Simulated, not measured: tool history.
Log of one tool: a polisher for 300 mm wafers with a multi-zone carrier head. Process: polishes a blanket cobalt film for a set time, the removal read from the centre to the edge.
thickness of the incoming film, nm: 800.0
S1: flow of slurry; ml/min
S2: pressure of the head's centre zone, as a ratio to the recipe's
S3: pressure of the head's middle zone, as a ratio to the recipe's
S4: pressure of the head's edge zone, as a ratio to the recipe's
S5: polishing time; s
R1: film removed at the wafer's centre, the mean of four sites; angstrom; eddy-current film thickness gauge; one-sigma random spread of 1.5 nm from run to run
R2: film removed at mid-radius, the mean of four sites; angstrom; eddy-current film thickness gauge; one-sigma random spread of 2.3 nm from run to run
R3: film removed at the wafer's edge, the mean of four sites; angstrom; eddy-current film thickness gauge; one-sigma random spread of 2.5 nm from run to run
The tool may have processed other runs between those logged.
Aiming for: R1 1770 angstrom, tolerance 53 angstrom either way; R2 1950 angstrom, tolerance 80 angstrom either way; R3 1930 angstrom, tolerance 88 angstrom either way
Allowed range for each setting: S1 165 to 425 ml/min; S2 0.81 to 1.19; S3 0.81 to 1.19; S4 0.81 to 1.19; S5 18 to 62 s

{"run": 1, "hour": 0.0, "S1": 275, "S2": 1, "S3": 1, "S4": 1, "S5": 40, "R1": 3303.1, "R2": 3361.5, "R3": 3307.6}
{"run": 2, "hour": 2.5, "S1": 270, "S2": 0.96, "S3": 0.98, "S4": 0.97, "S5": 35, "R1": 2735.5, "R2": 2918.1, "R3": 2889.3}
{"run": 3, "hour": 6.9, "S1": 230, "S2": 0.96, "S3": 0.98, "S4": 0.97, "S5": 35, "R1": 2712.8, "R2": 2841.7, "R3": 2792.2}
{"run": 4, "hour": 10.3, "S1": 215, "S2": 0.94, "S3": 0.96, "S4": 0.94, "S5": 32, "R1": 2404.7, "R2": 2492.8, "R3": 2546.1}
{"run": 5, "hour": 18.9, "S1": 215, "S2": 0.94, "S3": 0.96, "S4": 0.94, "S5": 39, "R1": 2961.7, "R2": 3086.8, "R3": 3069.7}
{"run": 6, "hour": 20.0, "S1": 205, "S2": 0.93, "S3": 0.96, "S4": 0.92, "S5": 35, "R1": 2577.3, "R2": 2728.8, "R3": 2753.4}
{"run": 7, "hour": 22.1, "S1": 250, "S2": 0.92, "S3": 0.99, "S4": 0.83, "S5": 24, "R1": 1787.6, "R2": 1962.7, "R3": 1788.9}
{"run": 8, "hour": 23.5, "S1": 245, "S2": 0.91, "S3": 0.98, "S4": 0.85, "S5": 24, "R1": 1803, "R2": 1898.8, "R3": 1834.4}

Exactly one of the 5 candidate moves below puts every result within its allowed miss. Which one?
{"run": "A", "hour": 24.9, "S1": 235, "S2": 0.87, "S3": 0.93, "S4": 0.87, "S5": 25, "R1": "?", "R2": "?", "R3": "?"}
{"run": "B", "hour": 24.9, "S1": 250, "S2": 0.86, "S3": 0.96, "S4": 0.92, "S5": 27, "R1": "?", "R2": "?", "R3": "?"}
{"run": "C", "hour": 24.9, "S1": 245, "S2": 0.94, "S3": 0.97, "S4": 0.84, "S5": 24, "R1": "?", "R2": "?", "R3": "?"}
{"run": "D", "hour": 24.9, "S1": 270, "S2": 0.94, "S3": 0.89, "S4": 0.9, "S5": 22, "R1": "?", "R2": "?", "R3": "?"}
{"run": "E", "hour": 24.9, "S1": 250, "S2": 0.84, "S3": 0.96, "S4": 0.89, "S5": 27, "R1": "?", "R2": "?", "R3": "?"}

move=A R1=1756.8 R2=1908.4 R3=1957.4
move=B R1=1893.2 R2=2127.7 R3=2181.7
move=C R1=1835.5 R2=1900.3 R3=1856.9
move=D R1=1704.8 R2=1655 R3=1774.1
move=E R1=1848.8 R2=2128 R3=2148.8
A: hits every target within its allowed miss
B: carries the result that was furthest off beyond its target, to the other side
C: corrects the largest miss of the last run, while another result sits out of spec
D: the biggest miss grows against the last run
E: carries the result that was furthest off beyond its target, to the other side
A is the move that brings every result within its allowed miss.
